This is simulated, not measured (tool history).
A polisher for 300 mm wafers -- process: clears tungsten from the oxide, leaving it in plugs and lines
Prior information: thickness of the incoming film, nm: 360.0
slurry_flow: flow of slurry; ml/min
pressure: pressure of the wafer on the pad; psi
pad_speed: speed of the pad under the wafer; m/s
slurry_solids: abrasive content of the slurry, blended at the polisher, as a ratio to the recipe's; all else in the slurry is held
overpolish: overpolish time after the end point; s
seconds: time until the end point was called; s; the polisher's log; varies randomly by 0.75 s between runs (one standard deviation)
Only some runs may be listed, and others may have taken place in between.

Run 1, hour 0: slurry_flow 290 ml/min, pressure 3.4 psi, pad_speed 1.1 m/s, slurry_solids 1, overpolish 10 s. Result: seconds 96.684 s.
Run 2, hour 6: slurry_flow 290 ml/min, pressure 3.4 psi, pad_speed 1.1 m/s, slurry_solids 1.15, overpolish 10 s. Result: seconds 91.202 s.
Run 3, hour 7.5: slurry_flow 290 ml/min, pressure 3.7 psi, pad_speed 1.1 m/s, slurry_solids 1.15, overpolish 10 s. Result: seconds 85.47 s.
Run 4, hour 10: slurry_flow 290 ml/min, pressure 3.7 psi, pad_speed 1.1 m/s, slurry_solids 1.15, overpolish 10 s. Result: seconds 86.459 s.
Run 5, hour 12.3: slurry_flow 290 ml/min, pressure 3.7 psi, pad_speed 1.1 m/s, slurry_solids 1.35, overpolish 10 s. Result: seconds 84.712 s.
Run 6, hour 17.9: slurry_flow 290 ml/min, pressure 4 psi, pad_speed 1.1 m/s, slurry_solids 1.35, overpolish 10 s. Result: seconds 77.911 s.
Run 7, hour 19: slurry_flow 290 ml/min, pressure 4.2 psi, pad_speed 1.1 m/s, slurry_solids 1.35, overpolish 10 s. Result: seconds 73.719 s.

Run 8, settings as shown, results not yet in. Your forecast:
Run 8, hour 26.5: slurry_flow 290 ml/min, pressure 4.4 psi, pad_speed 1.1 m/s, slurry_solids 1.35, overpolish 10 s. Result: seconds ?.

seconds: 69.114 s
